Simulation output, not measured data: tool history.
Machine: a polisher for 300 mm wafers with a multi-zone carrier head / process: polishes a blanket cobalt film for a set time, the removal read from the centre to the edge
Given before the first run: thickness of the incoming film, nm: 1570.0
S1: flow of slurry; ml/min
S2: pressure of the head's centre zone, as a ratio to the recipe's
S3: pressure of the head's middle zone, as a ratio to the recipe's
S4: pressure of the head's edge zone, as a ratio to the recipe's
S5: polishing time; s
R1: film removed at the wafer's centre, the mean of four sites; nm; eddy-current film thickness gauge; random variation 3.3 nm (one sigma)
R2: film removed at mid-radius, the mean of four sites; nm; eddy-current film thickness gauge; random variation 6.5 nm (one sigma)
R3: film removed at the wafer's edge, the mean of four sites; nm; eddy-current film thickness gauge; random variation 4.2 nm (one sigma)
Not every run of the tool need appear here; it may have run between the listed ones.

Run 1, hour 0: S1 235 ml/min, S2 1, S3 1, S4 1, S5 68 s. Result: R1 307.29 nm, R2 321.34 nm, R3 314.87 nm.
Run 2, hour 2.3: S1 240 ml/min, S2 1.01, S3 1.03, S4 1.03, S5 71 s. Result: R1 324.9 nm, R2 328.8 nm, R3 328.76 nm.
Run 3, hour 9.2: S1 265 ml/min, S2 1.01, S3 1.03, S4 1.03, S5 71 s. Result: R1 327.54 nm, R2 332.43 nm, R3 336.56 nm.
Run 4, hour 14.2: S1 270 ml/min, S2 1, S3 1.05, S4 1.02, S5 74 s. Result: R1 335.09 nm, R2 358.65 nm, R3 342.91 nm.
Run 5, hour 21.5: S1 270 ml/min, S2 1, S3 1.05, S4 0.96, S5 74 s. Result: R1 338.2 nm, R2 365.09 nm, R3 333.07 nm.
Run 6, hour 27.6: S1 270 ml/min, S2 1, S3 1.13, S4 0.96, S5 74 s. Result: R1 330.79 nm, R2 376.39 nm, R3 331.2 nm.
Run 7, hour 30.9: S1 270 ml/min, S2 1, S3 1.13, S4 0.98, S5 77 s. Result: R1 350.18 nm, R2 393.03 nm, R3 359.41 nm.

Run 8 comes next. What will it give?
Run 8, hour 34.7: S1 270 ml/min, S2 1, S3 1.14, S4 0.99, S5 78 s. Result: R1 ?, R2 ?, R3 ?.

Run 8 measured R1 353.3 nm, R2 410.49 nm, R3 358.44 nm.
